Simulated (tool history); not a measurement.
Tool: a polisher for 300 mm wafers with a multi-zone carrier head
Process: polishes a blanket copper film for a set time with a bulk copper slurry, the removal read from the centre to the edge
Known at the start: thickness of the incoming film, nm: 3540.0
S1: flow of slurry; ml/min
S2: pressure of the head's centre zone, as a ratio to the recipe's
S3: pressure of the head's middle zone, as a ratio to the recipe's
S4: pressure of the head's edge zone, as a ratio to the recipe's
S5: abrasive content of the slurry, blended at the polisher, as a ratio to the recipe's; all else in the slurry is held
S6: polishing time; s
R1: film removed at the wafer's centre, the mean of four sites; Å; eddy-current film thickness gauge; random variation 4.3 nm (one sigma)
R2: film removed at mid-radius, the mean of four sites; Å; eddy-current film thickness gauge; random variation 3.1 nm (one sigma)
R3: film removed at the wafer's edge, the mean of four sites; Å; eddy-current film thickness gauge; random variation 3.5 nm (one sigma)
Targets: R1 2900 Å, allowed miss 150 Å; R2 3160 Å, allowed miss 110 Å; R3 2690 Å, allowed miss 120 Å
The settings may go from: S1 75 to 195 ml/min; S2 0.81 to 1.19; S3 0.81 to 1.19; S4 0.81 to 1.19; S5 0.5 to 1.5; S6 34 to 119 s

{"run": 1, "hour": 0.0, "S1": 125, "S2": 1, "S3": 1, "S4": 1, "S5": 1, "S6": 76, "R1": 4175.1, "R2": 4112.1, "R3": 4095}
{"run": 2, "hour": 7.1, "S1": 125, "S2": 1, "S3": 1, "S4": 1, "S5": 0.9, "S6": 76, "R1": 4191.2, "R2": 4134.8, "R3": 4020}
{"run": 3, "hour": 9.6, "S1": 125, "S2": 1, "S3": 1, "S4": 1, "S5": 0.9, "S6": 63, "R1": 3369.9, "R2": 3437.5, "R3": 3331.7}
{"run": 4, "hour": 18.5, "S1": 125, "S2": 1, "S3": 1.04, "S4": 1, "S5": 0.9, "S6": 63, "R1": 3374.3, "R2": 3498.2, "R3": 3299.1}
{"run": 5, "hour": 19.4, "S1": 115, "S2": 1, "S3": 1.05, "S4": 0.96, "S5": 0.8, "S6": 62, "R1": 3281, "R2": 3399.2, "R3": 3110.9}
{"run": 6, "hour": 26.0, "S1": 115, "S2": 1, "S3": 1.05, "S4": 0.96, "S5": 0.8, "S6": 51, "R1": 2709, "R2": 2749.3, "R3": 2496}
{"run": 7, "hour": 30.0, "S1": 130, "S2": 1, "S3": 1.07, "S4": 0.96, "S5": 0.8, "S6": 51, "R1": 2734.4, "R2": 2873, "R3": 2582.8}
{"run": 8, "hour": 35.2, "S1": 135, "S2": 1.01, "S3": 1.1, "S4": 0.96, "S5": 0.8, "S6": 51, "R1": 2738.9, "R2": 3042.4, "R3": 2550.7}
{"run": 9, "hour": 41.8, "S1": 135, "S2": 1.01, "S3": 1.1, "S4": 0.96, "S5": 0.8, "S6": 51, "R1": 2769.4, "R2": 2985.5, "R3": 2610.2}
{"run": 10, "hour": 43.2, "S1": 140, "S2": 1.02, "S3": 1.11, "S4": 0.96, "S5": 0.8, "S6": 51, "R1": 2788.4, "R2": 3004.2, "R3": 2603.9}

Which of these 4 next moves meets every target?
{"run": "A", "hour": 44.6, "S1": 150, "S2": 0.99, "S3": 1.07, "S4": 0.96, "S5": 0.75, "S6": 48, "R1": "?", "R2": "?", "R3": "?"}
{"run": "B", "hour": 44.6, "S1": 175, "S2": 1.1, "S3": 1.02, "S4": 1, "S5": 1, "S6": 47, "R1": "?", "R2": "?", "R3": "?"}
{"run": "C", "hour": 44.6, "S1": 135, "S2": 1.02, "S3": 1.14, "S4": 0.99, "S5": 0.8, "S6": 52, "R1": "?", "R2": "?", "R3": "?"}
{"run": "D", "hour": 44.6, "S1": 120, "S2": 1.1, "S3": 1.19, "S4": 0.81, "S5": 0.85, "S6": 49, "R1": "?", "R2": "?", "R3": "?"}

move=A R1=2634.4 R2=2777.9 R3=2451.5
move=B R1=3065.9 R2=2786 R3=2579.6
move=C R1=2888.6 R2=3120.2 R3=2661
move=D R1=2863.2 R2=2979.9 R3=2297.1
A: further off than the last run
B: further off than the last run
C: meets every target
D: further off than the last run
Answer: C
